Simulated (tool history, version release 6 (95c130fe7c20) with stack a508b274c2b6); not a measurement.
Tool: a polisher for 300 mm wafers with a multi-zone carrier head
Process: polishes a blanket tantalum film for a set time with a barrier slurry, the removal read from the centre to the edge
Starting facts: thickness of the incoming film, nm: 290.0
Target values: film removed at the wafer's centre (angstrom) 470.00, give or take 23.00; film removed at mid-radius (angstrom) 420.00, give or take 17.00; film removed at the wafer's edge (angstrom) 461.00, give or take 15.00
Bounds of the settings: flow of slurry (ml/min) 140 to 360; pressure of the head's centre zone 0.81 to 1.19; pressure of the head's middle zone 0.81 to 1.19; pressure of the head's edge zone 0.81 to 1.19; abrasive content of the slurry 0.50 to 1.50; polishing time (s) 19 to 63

run  hour  flow of slurry (ml/min)  pressure of the head's centre zone  pressure of the head's middle zone  pressure of the head's edge zone  abrasive content of the slurry  polishing time (s)  film removed at the wafer's centre (angstrom)  film removed at mid-radius (angstrom)  film removed at the wafer's edge (angstrom)
  1   0.0                      230                                1.00                                1.00                              1.00                            1.00                  41                                         812.33                                 858.06                                       854.47
  2   7.3                      230                                1.00                                1.00                              1.03                            1.00                  41                                         808.08                                 861.65                                       871.96
  3   8.2                      225                                1.00                                0.95                              0.99                            0.85                  36                                         652.11                                 661.55                                       694.13
  4  13.4                      225                                1.00                                0.95                              0.99                            0.75                  36                                         591.57                                 609.54                                       641.38
  5  19.9                      220                                1.02                                0.92                              0.95                            0.70                  35                                         564.57                                 550.00                                       584.00
  6  23.5                      220                                1.02                                0.92                              0.95                            0.70                  44                                         714.09                                 688.39                                       724.03
  7  25.4                      210                                1.02                                0.89                              0.91                            0.65                  41                                         632.82                                 574.26                                       635.16
  8  33.1                      210                                1.02                                0.89                              0.89                            0.60                  39                                         546.79                                 504.15                                       544.41
  9  37.4                      205                                1.01                                0.88                              0.87                            0.60                  39                                         541.03                                 515.61                                       533.70
 10  46.0                      195                                1.01                                0.86                              0.86                            0.55                  39                                         483.59                                 443.56                                       473.61
 11  54.5                      190                                1.01                                0.86                              0.86                            0.55                  39                                         484.94                                 445.11                                       481.65
 12  61.1                      185                                1.01                                0.86                              0.86                            0.55                  39                                         470.30                                 447.36                                       470.70
 13  65.4                      185                                1.02                                0.85                              0.86                            0.55                  39                                         481.38                                 435.18                                       479.67
 14  72.6                      180                                1.02                                0.85                              0.85                            0.55                  39                                         483.03                                 445.33                                       476.19

Next run, 4 choices. One meets every target within its allowed miss, the rest don't. Which?
  A  79.8                      140                                1.04                                0.83                              0.84                            0.50                  45                                              ?                                      ?                                            ?
  B  79.8                      255                                1.11                                0.81                              0.90                            0.50                  44                                              ?                                      ?                                            ?
  C  79.8                      140                                1.00                                0.98                              0.91                            0.60                  35                                              ?                                      ?                                            ?
  D  79.8                      180                                1.05                                1.01                              0.86                            0.60                  34                                              ?                                      ?                                            ?

move  film removed at the wafer's centre (angstrom)  film removed at mid-radius (angstrom)  film removed at the wafer's edge (angstrom)
   A                                         479.55                                 420.25                                       464.04
   B                                         529.51                                 423.33                                       482.58
   C                                         466.59                                 487.81                                       481.58
   D                                         487.88                                 496.58                                       465.77
A: in spec on every target
B: the furthest-off result lands on target, but another misses its tolerance
C: further off than the last run
D: further off than the last run
So the answer is move A, the one that meets all the targets.
